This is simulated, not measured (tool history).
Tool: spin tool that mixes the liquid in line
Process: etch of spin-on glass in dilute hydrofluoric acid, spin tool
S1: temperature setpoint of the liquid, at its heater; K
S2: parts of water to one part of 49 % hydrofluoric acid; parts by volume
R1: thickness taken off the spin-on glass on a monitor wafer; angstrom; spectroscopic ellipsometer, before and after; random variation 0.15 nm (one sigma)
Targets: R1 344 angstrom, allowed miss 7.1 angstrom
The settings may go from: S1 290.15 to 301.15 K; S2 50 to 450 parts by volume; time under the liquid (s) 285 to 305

Run 1, hour 0: S1 293.15 K, S2 250 parts by volume, time under the liquid (s) 285. Result: R1 190.55 angstrom.
Run 2, hour 2.8: S1 295.65 K, S2 230 parts by volume, time under the liquid (s) 285. Result: R1 231.79 angstrom.
Run 3, hour 6.5: S1 293.65 K, S2 230 parts by volume, time under the liquid (s) 285. Result: R1 212.53 angstrom.
Run 4, hour 14.9: S1 296.15 K, S2 215 parts by volume, time under the liquid (s) 285. Result: R1 255.33 angstrom.
Run 5, hour 20: S1 296.15 K, S2 215 parts by volume, time under the liquid (s) 305. Result: R1 271.21 angstrom.
Run 6, hour 23.6: S1 299.65 K, S2 215 parts by volume, time under the liquid (s) 305. Result: R1 308.76 angstrom.
Run 7, hour 31.1: S1 300.15 K, S2 210 parts by volume, time under the liquid (s) 305. Result: R1 321.78 angstrom.
At hour 34: hydrofluoric acid flow meter replaced.
Run 8, hour 34: S1 301.15 K, S2 200 parts by volume, time under the liquid (s) 305. Result: R1 388.8 angstrom.
Run 9, hour 35.1: S1 300.15 K, S2 200 parts by volume, time under the liquid (s) 305. Result: R1 374.03 angstrom.
Run 10, hour 43.2: S1 299.65 K, S2 200 parts by volume, time under the liquid (s) 305. Result: R1 369.3 angstrom.
Run 11, hour 49.4: S1 299.15 K, S2 200 parts by volume, time under the liquid (s) 305. Result: R1 362.12 angstrom.
Run 12, hour 54.7: S1 298.65 K, S2 200 parts by volume, time under the liquid (s) 305. Result: R1 357.83 angstrom.

Which of these 5 next moves meets every target?
Run A, hour 60: S1 296.15 K, S2 185 parts by volume, time under the liquid (s) 305. Result: R1 ?.
Run B, hour 60: S1 298.65 K, S2 195 parts by volume, time under the liquid (s) 295. Result: R1 ?.
Run C, hour 60: S1 300.65 K, S2 220 parts by volume, time under the liquid (s) 305. Result: R1 ?.
Run D, hour 60: S1 295.15 K, S2 170 parts by volume, time under the liquid (s) 305. Result: R1 ?.
Run E, hour 60: S1 295.65 K, S2 180 parts by volume, time under the liquid (s) 305. Result: R1 ?.

move      R1
   A  357.17
   B  355.68
   C  340.39
   D  380.18
   E  362.12
A: as far off as the last run
B: nearer than the last run, and not there yet
C: meets every target
D: further off than the last run
E: further off than the last run
Move C is the one to make.
